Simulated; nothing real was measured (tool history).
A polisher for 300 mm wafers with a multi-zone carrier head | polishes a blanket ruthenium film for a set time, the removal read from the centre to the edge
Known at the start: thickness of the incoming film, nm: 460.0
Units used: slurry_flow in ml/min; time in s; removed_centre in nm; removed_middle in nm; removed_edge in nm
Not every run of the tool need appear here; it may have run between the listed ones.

run  hour  slurry_flow  centre_zone  middle_zone  edge_zone  time  removed_centre  removed_middle  removed_edge
  1   0.0          205         1.00         1.00       1.00    62          59.554          60.217        63.151
  2   5.1          190         0.94         0.98       0.98    60          52.180          55.459        59.917
  3  11.5          190         0.94         0.98       1.05    60          52.423          56.772        61.535
  4  12.5          190         0.94         0.98       1.05    45          39.513          41.900        46.652
     16.8  -- slurry nozzle cleaned
  5  16.8          145         0.94         0.98       1.05    45          40.673          43.214        46.840
  6  20.4          125         0.94         0.98       1.05    45          39.631          41.473        45.951
  7  26.1          140         0.93         1.00       1.09    46          41.627          44.647        48.967

Estimate the outcome of run 8 from the log above:
  8  29.1          140         0.91         1.02       1.12    46               ?               ?             ?

{"run 8": {"removed_centre": 40.066, "removed_middle": 44.768, "removed_edge": 49.391}}

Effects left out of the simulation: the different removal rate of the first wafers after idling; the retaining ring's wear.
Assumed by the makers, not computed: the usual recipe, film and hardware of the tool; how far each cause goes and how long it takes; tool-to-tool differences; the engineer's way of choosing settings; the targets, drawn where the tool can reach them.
